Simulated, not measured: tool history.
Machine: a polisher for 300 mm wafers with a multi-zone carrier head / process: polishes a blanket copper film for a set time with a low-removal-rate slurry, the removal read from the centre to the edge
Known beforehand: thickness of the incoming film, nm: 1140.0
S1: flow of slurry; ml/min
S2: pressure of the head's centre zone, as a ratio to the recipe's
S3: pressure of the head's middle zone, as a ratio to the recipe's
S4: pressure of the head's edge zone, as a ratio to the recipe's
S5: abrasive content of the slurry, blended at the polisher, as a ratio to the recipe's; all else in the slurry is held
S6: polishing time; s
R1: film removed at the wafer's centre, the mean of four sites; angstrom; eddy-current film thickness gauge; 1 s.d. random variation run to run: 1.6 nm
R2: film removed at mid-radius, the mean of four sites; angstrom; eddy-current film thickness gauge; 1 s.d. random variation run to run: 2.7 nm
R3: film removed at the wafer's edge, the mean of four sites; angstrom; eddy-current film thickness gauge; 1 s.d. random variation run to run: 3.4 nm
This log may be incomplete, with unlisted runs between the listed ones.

| run | day | S1 | S2 | S3 | S4 | S5 | S6 | R1 | R2 | R3 |
|---|---|---|---|---|---|---|---|---|---|---|
| 1 | 0 | 145 | 1 | 1 | 1 | 1 | 50 | 1782.1 | 1739.3 | 1755.8 |
| 2 | 0.229 | 150 | 1.02 | 1 | 1.03 | 1.1 | 51 | 1892.1 | 1861.4 | 1892.5 |
| 3 | 0.579 | 160 | 1.05 | 1 | 1.05 | 1.15 | 51 | 1993 | 1873.3 | 1909.8 |
| 4 | 0.925 | 160 | 1.06 | 1 | 1.07 | 1.2 | 52 | 2079.7 | 2014.9 | 2024.1 |
| 5 | 1.2 | 160 | 1.06 | 1 | 1.07 | 1.2 | 43 | 1706.4 | 1623.9 | 1656.2 |
| 6 | 1.3 | 165 | 1.07 | 0.99 | 1.09 | 1.25 | 45 | 1849.6 | 1673.4 | 1767.9 |
| 7 | 1.575 | 165 | 1.08 | 0.99 | 1.1 | 1.3 | 47 | 1939 | 1808.4 | 1847 |
| 8 | 1.929 | 170 | 1.08 | 0.98 | 1.11 | 1.35 | 49 | 2066.8 | 1888 | 1956.4 |
| 9 | 2.196 | 170 | 1.08 | 0.98 | 1.12 | 1.35 | 50 | 2106.5 | 1935.8 | 2010.3 |
| 10 | 2.267 | 170 | 1.08 | 0.98 | 1.13 | 1.35 | 51 | 2141.6 | 1995.9 | 2065.6 |

The next listed run, before its measurement:
| 11 | 2.425 | 170 | 1.09 | 0.97 | 1.14 | 1.35 | 52 | ? | ? | ? |

Run 11 yielded R1 2204 angstrom, R2 2019.7 angstrom, R3 2129.6 angstrom.
